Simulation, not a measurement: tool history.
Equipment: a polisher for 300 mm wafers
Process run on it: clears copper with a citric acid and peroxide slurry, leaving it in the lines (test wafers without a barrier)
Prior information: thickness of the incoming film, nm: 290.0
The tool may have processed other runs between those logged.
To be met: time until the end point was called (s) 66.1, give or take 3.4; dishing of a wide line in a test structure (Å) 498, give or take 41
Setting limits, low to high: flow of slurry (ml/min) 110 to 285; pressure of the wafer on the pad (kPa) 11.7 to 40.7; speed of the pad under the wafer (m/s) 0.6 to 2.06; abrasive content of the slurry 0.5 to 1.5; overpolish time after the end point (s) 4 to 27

run,hour,flow of slurry (ml/min),pressure of the wafer on the pad (kPa),speed of the pad under the wafer (m/s),abrasive content of the slurry,overpolish time after the end point (s),time until the end point was called (s),dishing of a wide line in a test structure (Å)
1,0,180,26.2,1.32,1,14,84.272,286.63
2,2.1,180,29.6,1.32,1,14,75.608,343.56
3,8.6,180,33.1,1.32,1,14,68.022,381.39
4,16.7,180,33.1,1.32,1,10,68.899,270.57
5,22.2,180,33.1,1.32,0.9,10,69.776,274.75
6,30.1,180,33.1,1.1,0.9,10,79.708,240.07
7,31.8,180,33.8,1.1,0.9,11,76.988,259.01
# hour 37.9: slurry blender recalibrated
8,37.9,180,34.5,1.1,0.9,12,72.628,300.07
9,40.9,180,34.5,1.1,0.9,13,72.417,329.65

Which one of the following 4 next-run settings gets every result inside its allowed miss? There is exactly one.
A,43.9,195,32.4,0.98,1,8,?,?
B,43.9,155,35.9,1.2,0.85,19,?,?
C,43.9,185,32.4,1.14,0.85,21,?,?
D,43.9,140,35.2,1.06,0.85,17,?,?

move,time until the end point was called (s),dishing of a wide line in a test structure (Å)
A,79.627,200.98
B,67.296,511.5
C,74.689,507.28
D,76.276,416.89
A: the biggest miss grows against the last run
B: all results land within tolerance of their targets
C: meets the target for the result that was furthest off, but another lies outside its allowed miss
D: gains on the last run, yet a result remains outside its allowed miss
B is the move that brings every result within its allowed miss.
